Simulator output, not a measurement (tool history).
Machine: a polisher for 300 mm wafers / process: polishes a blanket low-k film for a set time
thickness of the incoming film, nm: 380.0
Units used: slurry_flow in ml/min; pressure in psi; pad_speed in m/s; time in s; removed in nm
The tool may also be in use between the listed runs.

run    day  slurry_flow  pressure  pad_speed  slurry_solids  time  removed
  1  0.000          285       2.3       1.18           1.00    31  16.7360
  2  0.196          285       2.3       1.38           1.00    31  18.8350
  3  0.312          285       2.3       1.38           1.00    27  16.4000
  4  0.642          285       2.3       1.38           1.15    27  17.7330
  5  0.696          285       2.1       1.30           1.15    27  15.3860
  6  0.742          340       2.1       1.30           1.15    27  15.6670

Run 7 has not been measured yet. What should we expect?
  7  1.088          325       1.5       0.98           1.15    27        ?

Run 7 gave removed 9.0912 nm.

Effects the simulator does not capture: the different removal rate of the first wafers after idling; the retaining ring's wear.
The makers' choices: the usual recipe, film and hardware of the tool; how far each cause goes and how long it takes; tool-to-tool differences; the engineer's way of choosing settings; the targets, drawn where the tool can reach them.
